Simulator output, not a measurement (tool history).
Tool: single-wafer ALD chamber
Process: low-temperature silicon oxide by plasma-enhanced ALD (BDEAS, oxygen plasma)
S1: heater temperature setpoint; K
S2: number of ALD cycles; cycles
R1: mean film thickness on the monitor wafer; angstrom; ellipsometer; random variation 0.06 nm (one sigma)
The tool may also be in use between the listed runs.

run 1 hour=0.0 | S1=373.15 S2=59 | R1=88.707
run 2 hour=9.0 | S1=372.15 S2=60 | R1=89.883
run 3 hour=15.2 | S1=371.15 S2=61 | R1=92.665
run 4 hour=16.3 | S1=378.15 S2=61 | R1=89.803
run 5 hour=25.2 | S1=376.15 S2=62 | R1=92.605
run 6 hour=31.2 | S1=374.15 S2=63 | R1=94.742
run 7 hour=37.8 | S1=372.15 S2=64 | R1=96.670
run 8 hour=38.8 | S1=371.15 S2=65 | R1=96.931
run 9 hour=44.0 | S1=371.15 S2=66 | R1=98.906

Forecast run 10:
run 10 hour=44.9 | S1=370.15 S2=67 | R1=?

{"run 10": {"R1": 102.01}}

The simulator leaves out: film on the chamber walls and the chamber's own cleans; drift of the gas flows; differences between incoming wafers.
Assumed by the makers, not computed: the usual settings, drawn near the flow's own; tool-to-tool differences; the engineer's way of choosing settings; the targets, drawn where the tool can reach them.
